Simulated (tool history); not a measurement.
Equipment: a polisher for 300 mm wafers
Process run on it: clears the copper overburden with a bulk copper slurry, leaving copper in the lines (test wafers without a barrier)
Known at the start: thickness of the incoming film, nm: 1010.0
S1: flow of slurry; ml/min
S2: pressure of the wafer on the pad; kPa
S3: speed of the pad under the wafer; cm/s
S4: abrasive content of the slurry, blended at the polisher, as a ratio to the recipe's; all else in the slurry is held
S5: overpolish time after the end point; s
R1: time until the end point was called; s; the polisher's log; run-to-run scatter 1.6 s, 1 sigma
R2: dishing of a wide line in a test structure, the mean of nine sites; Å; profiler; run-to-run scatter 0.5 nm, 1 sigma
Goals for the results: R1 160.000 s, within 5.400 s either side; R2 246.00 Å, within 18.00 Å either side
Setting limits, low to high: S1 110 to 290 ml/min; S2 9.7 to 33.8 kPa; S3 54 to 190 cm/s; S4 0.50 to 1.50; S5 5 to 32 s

run    day   S1    S2   S3    S4  S5       R1       R2
  1  0.000  185  21.4  122  1.00  16   87.439  1031.70
  2  0.346  140  21.4  122  1.00  16   90.137   951.91
  3  0.471  135  20.0  122  1.00  15   95.287   892.70
  4  0.800  135  20.0   94  1.00  15  125.790   777.22
  5  1.004  135  20.0   68  1.00  15  167.430   613.87
  6  1.138  130  20.0   68  1.05  14  168.510   583.98
  7  1.267  130  20.0   68  1.10  13  171.250   537.20
  8  1.521  130  20.0   68  1.15  12  166.890   524.49
  9  1.875  110  13.8  102  1.40   5  145.920   261.33

Of the 5 settings listed for the next run, only one would bring every result within its allowed miss of target. Which one?
  A  2.229  110  11.7  116  1.50   5   ?   ?
  B  2.229  110  11.7  110  1.45   5   ?   ?
  C  2.229  110  11.7  104  1.35   5   ?   ?
  D  2.229  110  13.1  106  1.50   5   ?   ?
  E  2.229  190   9.7  112  1.45   5   ?   ?

move       R1      R2
   A  140.880  270.30
   B  149.480  256.36
   C  160.430  240.55
   D  143.280  267.11
   E  147.020  258.76
A: misses by more than the last run did
B: nearer the targets than the last run, but a result is still out of spec
C: hits every target within its allowed miss
D: misses by more than the last run did
E: nearer the targets than the last run, but a result is still out of spec
Correct choice: C, which meets every target

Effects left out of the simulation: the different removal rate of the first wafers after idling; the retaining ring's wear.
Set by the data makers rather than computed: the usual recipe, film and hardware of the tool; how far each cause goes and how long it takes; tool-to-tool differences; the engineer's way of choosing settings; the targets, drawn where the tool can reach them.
